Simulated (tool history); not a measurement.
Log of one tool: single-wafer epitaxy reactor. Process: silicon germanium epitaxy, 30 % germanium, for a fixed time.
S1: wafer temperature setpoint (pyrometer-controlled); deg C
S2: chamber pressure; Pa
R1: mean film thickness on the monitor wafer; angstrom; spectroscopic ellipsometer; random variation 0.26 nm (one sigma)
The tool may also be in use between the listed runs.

run 1 hour=0.0 | S1=590 S2=1973 | R1=443.91
run 2 hour=2.4 | S1=598 S2=1973 | R1=510.26
run 3 hour=6.5 | S1=599 S2=1973 | R1=517.97
run 4 hour=8.6 | S1=594 S2=1973 | R1=476.96
run 5 hour=10.9 | S1=596 S2=1973 | R1=493.63
run 6 hour=16.8 | S1=596 S2=1787 | R1=465.08
run 7 hour=17.7 | S1=598 S2=1787 | R1=491.75

Run 8 comes next. What will it give?
run 8 hour=25.9 | S1=599 S2=1787 | R1=?

{"run 8": {"R1": 490.65}}
